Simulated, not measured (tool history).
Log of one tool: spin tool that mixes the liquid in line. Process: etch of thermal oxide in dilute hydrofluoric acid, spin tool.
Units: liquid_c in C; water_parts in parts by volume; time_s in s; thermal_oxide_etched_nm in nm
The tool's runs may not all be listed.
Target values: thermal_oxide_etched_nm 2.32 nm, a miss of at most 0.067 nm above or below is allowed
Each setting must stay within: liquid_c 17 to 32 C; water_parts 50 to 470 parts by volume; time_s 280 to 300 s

run  hour  liquid_c  water_parts  time_s  thermal_oxide_etched_nm
  1     0        24          260     280                   3.8547
  2     4      22.5          260     280                   3.6365
  3   8.8      22.5          260     300                   3.8943
  4  15.3        21          280     300                   3.4122
  5  19.4        21          190     300                    5.472
  6  21.4        20          235     300                    4.037
  7    25        19          260     300                   3.4275
  8  28.9      18.5          280     300                   3.0423

Of the 4 settings listed for the next run, only one would bring every result within its allowed miss of target. Which one?
  A  32.8        19          360     280                        ?
  B  32.8        20          275     300                        ?
  C  32.8        18          305     280                        ?
  D  32.8        17          315     280                        ?

move  thermal_oxide_etched_nm
   A                   2.1308
   B                   3.3377
   C                   2.5396
   D                   2.3488
A: moves the result that the last run missed by most past its target, out the other side
B: lands further from the targets than the last run did
C: nearer the targets than the last run, but a result is still out of spec
D: hits every target within its allowed miss
The move that meets every target is D.

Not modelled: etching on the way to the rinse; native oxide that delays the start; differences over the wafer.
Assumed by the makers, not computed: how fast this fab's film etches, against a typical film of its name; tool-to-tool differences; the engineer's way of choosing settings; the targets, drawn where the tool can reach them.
